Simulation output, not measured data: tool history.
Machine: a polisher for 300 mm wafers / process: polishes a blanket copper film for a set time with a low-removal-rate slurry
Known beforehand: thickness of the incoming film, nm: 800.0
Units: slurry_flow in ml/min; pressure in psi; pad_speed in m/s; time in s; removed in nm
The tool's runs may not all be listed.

Run 1, hour 0: slurry_flow 280 ml/min, pressure 1.8 psi, pad_speed 1.12 m/s, slurry_solids 1, time 64 s. Result: removed 104.99 nm.
Run 2, hour 0.8: slurry_flow 280 ml/min, pressure 1.8 psi, pad_speed 1.12 m/s, slurry_solids 1, time 67 s. Result: removed 107.22 nm.
Run 3, hour 5.5: slurry_flow 280 ml/min, pressure 1.6 psi, pad_speed 1.06 m/s, slurry_solids 1, time 67 s. Result: removed 91.969 nm.
Run 4, hour 14.1: slurry_flow 280 ml/min, pressure 1.8 psi, pad_speed 1.06 m/s, slurry_solids 1, time 67 s. Result: removed 103.36 nm.
At hour 18.4: slurry blender recalibrated.
Run 5, hour 18.4: slurry_flow 280 ml/min, pressure 1.8 psi, pad_speed 0.9 m/s, slurry_solids 1, time 67 s. Result: removed 91.827 nm.
Run 6, hour 20.4: slurry_flow 280 ml/min, pressure 1.8 psi, pad_speed 0.9 m/s, slurry_solids 0.8, time 67 s. Result: removed 88.982 nm.
Run 7, hour 25.4: slurry_flow 280 ml/min, pressure 1.6 psi, pad_speed 0.9 m/s, slurry_solids 0.8, time 67 s. Result: removed 79.23 nm.
Run 8, hour 31.9: slurry_flow 280 ml/min, pressure 1.4 psi, pad_speed 0.88 m/s, slurry_solids 0.8, time 67 s. Result: removed 68.81 nm.

For run 9, what comes out?
Run 9, hour 34.1: slurry_flow 280 ml/min, pressure 1.3 psi, pad_speed 0.88 m/s, slurry_solids 0.8, time 67 s. Result: removed ?.

Run 9 came out at removed 63.295 nm.

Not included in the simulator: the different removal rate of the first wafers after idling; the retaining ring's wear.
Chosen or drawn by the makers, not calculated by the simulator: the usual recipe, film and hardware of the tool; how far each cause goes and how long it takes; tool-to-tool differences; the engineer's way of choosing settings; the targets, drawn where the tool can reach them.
